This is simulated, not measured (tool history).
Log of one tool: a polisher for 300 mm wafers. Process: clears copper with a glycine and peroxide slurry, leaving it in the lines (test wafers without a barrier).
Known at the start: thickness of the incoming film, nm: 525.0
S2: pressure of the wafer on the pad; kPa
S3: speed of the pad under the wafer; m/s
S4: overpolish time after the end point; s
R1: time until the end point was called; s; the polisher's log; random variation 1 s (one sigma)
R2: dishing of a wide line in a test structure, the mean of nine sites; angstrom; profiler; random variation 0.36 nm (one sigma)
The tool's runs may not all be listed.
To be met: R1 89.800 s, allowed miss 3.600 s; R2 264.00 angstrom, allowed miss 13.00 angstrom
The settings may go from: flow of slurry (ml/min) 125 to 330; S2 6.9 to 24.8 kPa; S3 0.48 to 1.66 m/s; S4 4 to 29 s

run 1 hour=0.0 | flow_of_slurry_(ml/min)=210 S2=15.9 S3=1.06 S4=15 | R1=85.459 R2=431.30
run 2 hour=1.8 | flow_of_slurry_(ml/min)=185 S2=15.9 S3=1.06 S4=15 | R1=87.529 R2=429.16
run 3 hour=3.0 | flow_of_slurry_(ml/min)=195 S2=15.2 S3=1.06 S4=12 | R1=88.058 R2=368.25
run 4 hour=11.2 | flow_of_slurry_(ml/min)=195 S2=14.5 S3=1.06 S4=10 | R1=92.222 R2=305.32
run 5 hour=13.8 | flow_of_slurry_(ml/min)=195 S2=14.5 S3=1.06 S4=16 | R1=94.021 R2=428.20
run 6 hour=19.8 | flow_of_slurry_(ml/min)=200 S2=14.5 S3=1.08 S4=14 | R1=91.452 R2=392.19
run 7 hour=23.5 | flow_of_slurry_(ml/min)=205 S2=14.5 S3=1.08 S4=12 | R1=89.652 R2=357.74
run 8 hour=32.6 | flow_of_slurry_(ml/min)=205 S2=14.5 S3=1.08 S4=11 | R1=92.012 R2=323.33
run 9 hour=38.2 | flow_of_slurry_(ml/min)=205 S2=14.5 S3=1.10 S4=10 | R1=89.310 R2=320.23
run 10 hour=40.5 | flow_of_slurry_(ml/min)=205 S2=14.5 S3=1.10 S4=9 | R1=90.040 R2=290.31

5 next moves are on the table. One of them brings every result within its allowed miss. Which?
run A hour=42.8 | flow_of_slurry_(ml/min)=220 S2=13.1 S3=1.08 S4=9 | R1=? R2=?
run B hour=42.8 | flow_of_slurry_(ml/min)=255 S2=17.9 S3=0.86 S4=8 | R1=? R2=?
run C hour=42.8 | flow_of_slurry_(ml/min)=215 S2=13.1 S3=1.24 S4=11 | R1=? R2=?
run D hour=42.8 | flow_of_slurry_(ml/min)=200 S2=13.8 S3=0.98 S4=8 | R1=? R2=?
run E hour=42.8 | flow_of_slurry_(ml/min)=185 S2=15.9 S3=1.04 S4=10 | R1=? R2=?

move=A R1=96.219 R2=263.16
move=B R1=88.667 R2=260.44
move=C R1=86.505 R2=332.04
move=D R1=100.700 R2=231.29
move=E R1=86.882 R2=313.31
A: brings the result that was furthest off to its target, and leaves another outside
B: meets every target
C: further off than the last run
D: takes the result that was furthest off past its target
E: further off than the last run
Move B is the one to make.
